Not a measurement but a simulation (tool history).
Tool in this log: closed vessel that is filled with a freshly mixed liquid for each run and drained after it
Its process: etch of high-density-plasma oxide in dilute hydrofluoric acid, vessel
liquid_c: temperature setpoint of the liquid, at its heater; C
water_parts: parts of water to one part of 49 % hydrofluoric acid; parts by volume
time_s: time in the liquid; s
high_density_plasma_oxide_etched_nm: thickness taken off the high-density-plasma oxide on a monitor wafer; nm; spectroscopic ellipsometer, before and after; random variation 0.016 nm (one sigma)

run,day,liquid_c,water_parts,time_s,high_density_plasma_oxide_etched_nm
1,0,23,225,310,6.0101
2,0.342,23,225,310,5.9624
3,0.646,22,235,310,5.5203
4,0.808,21.5,245,310,5.1401
5,1.142,19,245,310,4.655
6,1.458,18.5,255,310,4.3741

Expected results for the next run?
7,1.75,18.5,260,310,?

Run 7 yielded high_density_plasma_oxide_etched_nm 4.2174 nm.

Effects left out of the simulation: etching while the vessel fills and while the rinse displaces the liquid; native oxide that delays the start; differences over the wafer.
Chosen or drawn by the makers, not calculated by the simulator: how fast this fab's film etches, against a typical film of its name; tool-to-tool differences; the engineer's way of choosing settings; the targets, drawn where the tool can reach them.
